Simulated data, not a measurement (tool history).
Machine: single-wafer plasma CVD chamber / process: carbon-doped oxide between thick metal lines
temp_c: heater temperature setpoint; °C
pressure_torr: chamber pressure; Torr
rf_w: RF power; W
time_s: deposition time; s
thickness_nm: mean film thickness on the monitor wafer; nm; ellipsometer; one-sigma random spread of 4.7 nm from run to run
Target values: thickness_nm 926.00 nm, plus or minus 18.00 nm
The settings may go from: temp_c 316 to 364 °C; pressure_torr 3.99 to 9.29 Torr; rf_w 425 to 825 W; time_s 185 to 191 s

Run 1, hour 0.0: temp_c 340 °C, pressure_torr 6.64 Torr, rf_w 625 W, time_s 185 s. Result: thickness_nm 1150.90 nm.
Run 2, hour 7.4: temp_c 344 °C, pressure_torr 6.64 Torr, rf_w 625 W, time_s 185 s. Result: thickness_nm 1152.20 nm.
Run 3, hour 15.3: temp_c 344 °C, pressure_torr 7.83 Torr, rf_w 625 W, time_s 185 s. Result: thickness_nm 1167.70 nm.
Run 4, hour 19.5: temp_c 347 °C, pressure_torr 7.49 Torr, rf_w 570 W, time_s 185 s. Result: thickness_nm 1070.30 nm.
Run 5, hour 26.5: temp_c 349 °C, pressure_torr 7.30 Torr, rf_w 545 W, time_s 185 s. Result: thickness_nm 1025.80 nm.
Run 6, hour 27.5: temp_c 349 °C, pressure_torr 7.30 Torr, rf_w 620 W, time_s 185 s. Result: thickness_nm 1141.00 nm.
Run 7, hour 29.9: temp_c 350 °C, pressure_torr 7.14 Torr, rf_w 580 W, time_s 185 s. Result: thickness_nm 1077.90 nm.
Run 8, hour 30.4: temp_c 351 °C, pressure_torr 7.05 Torr, rf_w 550 W, time_s 185 s. Result: thickness_nm 1021.80 nm.
Run 9, hour 31.8: temp_c 352 °C, pressure_torr 6.79 Torr, rf_w 535 W, time_s 185 s. Result: thickness_nm 1001.20 nm.
Run 10, hour 38.6: temp_c 353 °C, pressure_torr 6.66 Torr, rf_w 520 W, time_s 185 s. Result: thickness_nm 960.59 nm.
Run 11, hour 41.7: temp_c 354 °C, pressure_torr 6.52 Torr, rf_w 520 W, time_s 185 s. Result: thickness_nm 960.79 nm.
Run 12, hour 49.2: temp_c 355 °C, pressure_torr 6.39 Torr, rf_w 515 W, time_s 185 s. Result: thickness_nm 962.94 nm.
Run 13, hour 52.8: temp_c 358 °C, pressure_torr 6.29 Torr, rf_w 470 W, time_s 185 s. Result: thickness_nm 862.46 nm.
Run 14, hour 54.3: temp_c 355 °C, pressure_torr 6.47 Torr, rf_w 475 W, time_s 185 s. Result: thickness_nm 888.31 nm.
Run 15, hour 58.6: temp_c 354 °C, pressure_torr 6.64 Torr, rf_w 480 W, time_s 185 s. Result: thickness_nm 903.14 nm.
Run 16, hour 67.5: temp_c 353 °C, pressure_torr 6.74 Torr, rf_w 480 W, time_s 185 s. Result: thickness_nm 910.88 nm.
Run 17, hour 75.4: temp_c 352 °C, pressure_torr 6.80 Torr, rf_w 480 W, time_s 185 s. Result: thickness_nm 915.65 nm.

Exactly one of the 4 candidate moves below puts every result within its allowed miss. Which one?
Run A, hour 83.3: temp_c 354 °C, pressure_torr 6.46 Torr, rf_w 480 W, time_s 191 s. Result: thickness_nm ?.
Run B, hour 83.3: temp_c 358 °C, pressure_torr 7.22 Torr, rf_w 455 W, time_s 191 s. Result: thickness_nm ?.
Run C, hour 83.3: temp_c 355 °C, pressure_torr 6.96 Torr, rf_w 465 W, time_s 187 s. Result: thickness_nm ?.
Run D, hour 83.3: temp_c 349 °C, pressure_torr 6.57 Torr, rf_w 455 W, time_s 190 s. Result: thickness_nm ?.

move  thickness_nm
   A        929.65
   B        883.93
   C        887.51
   D        889.67
A: all results in spec
B: further off than the last run
C: further off than the last run
D: further off than the last run
The move that meets every target is A.
